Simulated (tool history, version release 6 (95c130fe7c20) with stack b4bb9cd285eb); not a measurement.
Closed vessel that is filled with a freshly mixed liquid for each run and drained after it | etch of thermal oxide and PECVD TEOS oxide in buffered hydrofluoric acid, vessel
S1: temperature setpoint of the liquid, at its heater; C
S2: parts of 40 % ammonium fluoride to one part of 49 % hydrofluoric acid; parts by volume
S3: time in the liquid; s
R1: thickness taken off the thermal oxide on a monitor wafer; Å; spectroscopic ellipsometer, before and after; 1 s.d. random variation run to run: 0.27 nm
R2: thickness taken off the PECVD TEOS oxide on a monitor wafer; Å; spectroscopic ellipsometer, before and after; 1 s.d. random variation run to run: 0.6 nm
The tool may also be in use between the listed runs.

Run 1, day 0.000: S1 21.0 C, S2 8.0 parts by volume, S3 60 s. Result: R1 733.75 Å, R2 1208.3 Å.
Run 2, day 0.162: S1 20.5 C, S2 8.0 parts by volume, S3 60 s. Result: R1 711.45 Å, R2 1171.5 Å.
Run 3, day 0.350: S1 20.5 C, S2 6.5 parts by volume, S3 60 s. Result: R1 884.47 Å, R2 1453.2 Å.
Run 4, day 0.417: S1 20.0 C, S2 6.5 parts by volume, S3 60 s. Result: R1 853.98 Å, R2 1411.6 Å.
Run 5, day 0.733: S1 22.0 C, S2 6.5 parts by volume, S3 60 s. Result: R1 953.81 Å, R2 1578.4 Å.
Run 6, day 0.808: S1 22.0 C, S2 6.5 parts by volume, S3 50 s. Result: R1 803.07 Å, R2 1316.0 Å.

For run 7, what comes out?
Run 7, day 1.154: S1 21.5 C, S2 6.5 parts by volume, S3 50 s. Result: R1 ?, R2 ?.

Run 7 yielded R1 768.92 Å, R2 1278.4 Å.

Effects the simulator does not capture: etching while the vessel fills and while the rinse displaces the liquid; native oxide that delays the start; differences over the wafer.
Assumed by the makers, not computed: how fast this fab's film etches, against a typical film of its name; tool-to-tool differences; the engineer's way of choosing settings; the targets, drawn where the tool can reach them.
